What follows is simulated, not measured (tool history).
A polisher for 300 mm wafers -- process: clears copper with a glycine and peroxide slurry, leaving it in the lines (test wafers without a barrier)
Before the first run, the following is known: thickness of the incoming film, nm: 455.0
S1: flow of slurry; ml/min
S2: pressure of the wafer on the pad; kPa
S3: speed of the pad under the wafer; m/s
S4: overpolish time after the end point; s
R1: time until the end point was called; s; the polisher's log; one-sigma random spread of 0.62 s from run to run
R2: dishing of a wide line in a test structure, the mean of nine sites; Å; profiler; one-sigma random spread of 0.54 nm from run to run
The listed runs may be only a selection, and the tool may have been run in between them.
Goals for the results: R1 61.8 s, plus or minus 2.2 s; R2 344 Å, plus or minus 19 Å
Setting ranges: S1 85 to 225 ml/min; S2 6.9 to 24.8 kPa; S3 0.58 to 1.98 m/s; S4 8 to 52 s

run,day,S1,S2,S3,S4,R1,R2
1,0,145,15.9,1.28,26,85.055,657.83
2,0.308,115,15.9,1.28,26,89.285,659.7
3,0.412,115,15.9,1.28,18,88.176,491.7
4,0.717,115,15.9,1.28,11,89.216,323.46
5,0.821,135,17.2,1.3,10,80.872,331.73
6,1.079,165,17.2,1.3,10,78.033,331.65
7,1.25,170,18.6,1.3,9,72.858,324.23
8,1.488,175,19.3,1.3,9,72.896,341.71
9,1.821,190,19.3,1.34,9,67.525,342.3
10,2.162,195,20,1.34,9,66.391,359.11
11,2.5,205,20,1.38,9,64.865,362.77
12,2.867,210,20,1.38,9,64.083,371.33
13,3.112,195,20.7,1.36,9,64.592,369.5
14,3.471,205,20,1.4,9,64.325,377.05
15,3.575,210,21.4,1.34,9,62.165,371.87
16,3.704,215,22.1,1.3,9,63.591,385.39
17,3.854,215,20.7,1.38,9,61.898,372.77
18,4.075,220,20,1.4,9,63.314,379.2
19,4.379,195,20.7,1.4,9,62.576,384.72
20,4.675,205,20,1.42,9,62.271,383.61
21,4.958,210,20,1.4,9,62.899,370.37
22,5.15,215,19.3,1.42,9,65.627,364.68

Below are 4 possible settings for the next run. Only one of them brings all results inside the allowed miss of their targets. Which is it?
A,5.342,215,13.8,1.72,9,?,?
B,5.342,225,18.6,1.52,8,?,?
C,5.342,200,21.4,1.5,8,?,?
D,5.342,205,20,1.48,9,?,?

move,R1,R2
A,67.083,343.68
B,61.252,341.14
C,57.243,363.46
D,60.446,382.26
A: its largest miss is bigger than the last run's
B: each result inside its tolerance
C: moves the result that the last run missed by most past its target, out the other side
D: the worst result of the last run now meets its target, but another is out of spec
Move B is the one to make.
